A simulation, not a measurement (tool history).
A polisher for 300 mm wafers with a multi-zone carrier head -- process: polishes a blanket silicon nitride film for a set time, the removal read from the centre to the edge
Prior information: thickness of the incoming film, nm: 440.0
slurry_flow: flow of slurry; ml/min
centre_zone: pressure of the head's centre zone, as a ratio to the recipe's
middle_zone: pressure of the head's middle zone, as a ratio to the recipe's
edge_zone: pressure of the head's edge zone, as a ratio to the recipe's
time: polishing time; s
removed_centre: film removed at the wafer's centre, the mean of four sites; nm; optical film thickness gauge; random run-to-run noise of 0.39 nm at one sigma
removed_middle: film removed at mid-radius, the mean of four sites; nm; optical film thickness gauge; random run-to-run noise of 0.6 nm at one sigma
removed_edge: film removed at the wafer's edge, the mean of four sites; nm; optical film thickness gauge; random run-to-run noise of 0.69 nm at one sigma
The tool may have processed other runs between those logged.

run  hour  slurry_flow  centre_zone  middle_zone  edge_zone  time  removed_centre  removed_middle  removed_edge
  1   0.0          195         1.00         1.00       1.00    46          60.719          64.941        62.003
  2   4.2          195         1.00         1.00       1.00    50          66.630          70.193        66.099
  3  12.7          195         1.00         1.08       1.00    50          67.592          74.070        67.609
  4  18.0          195         1.00         1.08       1.00    54          70.824          79.130        72.286
  5  25.9          195         1.00         1.08       1.04    54          73.302          79.486        75.195
  6  32.3          180         0.96         1.03       1.05    50          62.657          70.056        68.638
  7  39.8          170         0.94         0.99       1.05    47          57.831          63.131        62.702
  8  40.4          165         0.91         0.97       1.07    45          52.344          59.015        60.632
  9  48.8          160         0.89         0.94       1.07    44          50.220          55.882        59.708
 10  54.9          155         0.88         0.93       1.06    43          48.583          54.261        57.113
 11  61.5          150         0.87         0.92       1.06    42          46.925          50.543        55.296
 12  62.3          145         0.86         0.93       1.06    42          45.684          51.441        54.319

Estimate the outcome of run 13 from the log above:
 13  68.0          145         0.86         0.93       1.06    42               ?               ?             ?

removed_centre: 46.411 nm
removed_middle: 53.197 nm
removed_edge: 56.095 nm

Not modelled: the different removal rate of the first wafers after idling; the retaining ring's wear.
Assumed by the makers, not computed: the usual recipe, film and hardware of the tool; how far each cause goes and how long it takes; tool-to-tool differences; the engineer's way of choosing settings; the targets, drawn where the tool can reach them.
